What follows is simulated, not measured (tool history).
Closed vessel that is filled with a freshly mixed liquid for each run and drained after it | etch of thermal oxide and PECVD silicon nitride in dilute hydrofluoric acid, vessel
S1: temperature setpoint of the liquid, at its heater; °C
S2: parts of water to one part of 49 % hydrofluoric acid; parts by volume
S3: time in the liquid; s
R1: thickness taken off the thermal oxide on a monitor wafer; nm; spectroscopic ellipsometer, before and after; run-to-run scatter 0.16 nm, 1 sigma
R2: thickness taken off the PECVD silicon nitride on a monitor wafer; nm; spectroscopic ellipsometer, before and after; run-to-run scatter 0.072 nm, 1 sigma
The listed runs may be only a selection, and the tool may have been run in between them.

run  hour    S1  S2   S3      R1      R2
  1   0.0  25.0  50  115  12.272  5.9927
  2   4.4  25.0  45  115  13.688  6.6340
  3  12.5  23.0  45  115  12.756  5.7327
  4  18.2  23.0  35  115  16.494  7.4262
  5  23.2  23.0  40  115  14.272  6.4421
  6  29.4  21.5  40  115  13.488  5.8660
  7  32.4  22.5  40  115  14.094  6.2680
  8  37.6  23.0  40  115  14.400  6.5188
  9  40.4  23.5  40  115  14.630  6.6820

Predict the results of run 10:
 10  46.7  24.0  40  115   ?   ?

{"run 10": {"R1": 14.775, "R2": 6.8866}}

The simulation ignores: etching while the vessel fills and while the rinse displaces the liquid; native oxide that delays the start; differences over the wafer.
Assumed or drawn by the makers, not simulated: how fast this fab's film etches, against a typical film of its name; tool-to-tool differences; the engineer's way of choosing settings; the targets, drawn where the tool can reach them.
